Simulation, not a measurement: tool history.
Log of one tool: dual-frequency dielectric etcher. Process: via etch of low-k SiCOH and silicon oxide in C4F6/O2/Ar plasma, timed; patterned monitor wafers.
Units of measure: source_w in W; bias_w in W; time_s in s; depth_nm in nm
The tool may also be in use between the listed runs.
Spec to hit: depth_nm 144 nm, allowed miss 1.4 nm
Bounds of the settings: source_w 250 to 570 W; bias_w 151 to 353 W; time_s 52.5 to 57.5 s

run,hour,source_w,bias_w,time_s,depth_nm
1,0,410,252,57.5,172.24
2,5.4,460,252,57.5,179.32
3,10.7,420,245,57.5,171.76
4,11.6,390,240,57.5,165.39
5,12.5,370,238,57.5,161.77
6,21.3,370,238,57.5,162.12
7,27,370,238,57.5,161.91
8,29.2,350,237,57.5,158.71

Pick the move, out of 5, that brings all results within their allowed miss; only one does.
A,31.4,320,266,53.5,?
B,31.4,340,226,54,?
C,31.4,370,269,57,?
D,31.4,380,202,57,?
E,31.4,370,276,57,?

move,depth_nm
A,151.21
B,143.95
C,170.14
D,149.39
E,172.23
A: better than the last run, though not everything is in spec
B: every result within its allowed miss
C: its largest miss is bigger than the last run's
D: better than the last run, though not everything is in spec
E: its largest miss is bigger than the last run's
Go with B: it meets all targets.
